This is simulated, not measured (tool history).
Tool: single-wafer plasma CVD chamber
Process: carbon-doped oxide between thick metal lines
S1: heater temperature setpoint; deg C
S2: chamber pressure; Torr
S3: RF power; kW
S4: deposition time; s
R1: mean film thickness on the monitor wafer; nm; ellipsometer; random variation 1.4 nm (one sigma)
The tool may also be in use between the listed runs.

{"run": 1, "day": 0.0, "S1": 350, "S2": 5.64, "S3": 0.455, "S4": 107, "R1": 544.14}
{"run": 2, "day": 0.288, "S1": 353, "S2": 5.23, "S3": 0.445, "S4": 107, "R1": 525.39}
{"run": 3, "day": 0.483, "S1": 356, "S2": 4.87, "S3": 0.44, "S4": 107, "R1": 511.87}
{"run": 4, "day": 0.571, "S1": 356, "S2": 4.87, "S3": 0.415, "S4": 107, "R1": 488.63}
{"run": 5, "day": 0.729, "S1": 357, "S2": 4.79, "S3": 0.415, "S4": 107, "R1": 483.7}
{"run": 6, "day": 1.1, "S1": 357, "S2": 5.13, "S3": 0.415, "S4": 107, "R1": 489.09}

Forecast run 7:
{"run": 7, "day": 1.408, "S1": 358, "S2": 5.06, "S3": 0.415, "S4": 107, "R1": "?"}

Run 7 gave R1 484.57 nm.
